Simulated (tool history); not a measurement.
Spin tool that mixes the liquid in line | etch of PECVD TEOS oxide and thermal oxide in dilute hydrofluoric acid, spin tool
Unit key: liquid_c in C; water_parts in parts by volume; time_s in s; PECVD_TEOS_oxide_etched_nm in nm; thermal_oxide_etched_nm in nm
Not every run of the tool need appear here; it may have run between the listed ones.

{"run": 1, "day": 0.0, "liquid_c": 25, "water_parts": 70, "time_s": 45, "PECVD_TEOS_oxide_etched_nm": 8.8532, "thermal_oxide_etched_nm": 3.199}
{"run": 2, "day": 0.233, "liquid_c": 23, "water_parts": 75, "time_s": 45, "PECVD_TEOS_oxide_etched_nm": 7.6557, "thermal_oxide_etched_nm": 2.7078}
{"run": 3, "day": 0.279, "liquid_c": 23, "water_parts": 95, "time_s": 45, "PECVD_TEOS_oxide_etched_nm": 5.8407, "thermal_oxide_etched_nm": 2.107}
{"run": 4, "day": 0.596, "liquid_c": 23, "water_parts": 80, "time_s": 45, "PECVD_TEOS_oxide_etched_nm": 7.0969, "thermal_oxide_etched_nm": 2.5523}
{"run": 5, "day": 0.683, "liquid_c": 23, "water_parts": 65, "time_s": 45, "PECVD_TEOS_oxide_etched_nm": 8.8412, "thermal_oxide_etched_nm": 3.2382}
{"run": 6, "day": 0.975, "liquid_c": 23, "water_parts": 85, "time_s": 45, "PECVD_TEOS_oxide_etched_nm": 6.6913, "thermal_oxide_etched_nm": 2.3968}

Predict the results of run 7:
{"run": 7, "day": 1.275, "liquid_c": 19, "water_parts": 105, "time_s": 45, "PECVD_TEOS_oxide_etched_nm": "?", "thermal_oxide_etched_nm": "?"}

Run 7 came out at PECVD_TEOS_oxide_etched_nm 4.4900 nm, thermal_oxide_etched_nm 1.6105 nm.

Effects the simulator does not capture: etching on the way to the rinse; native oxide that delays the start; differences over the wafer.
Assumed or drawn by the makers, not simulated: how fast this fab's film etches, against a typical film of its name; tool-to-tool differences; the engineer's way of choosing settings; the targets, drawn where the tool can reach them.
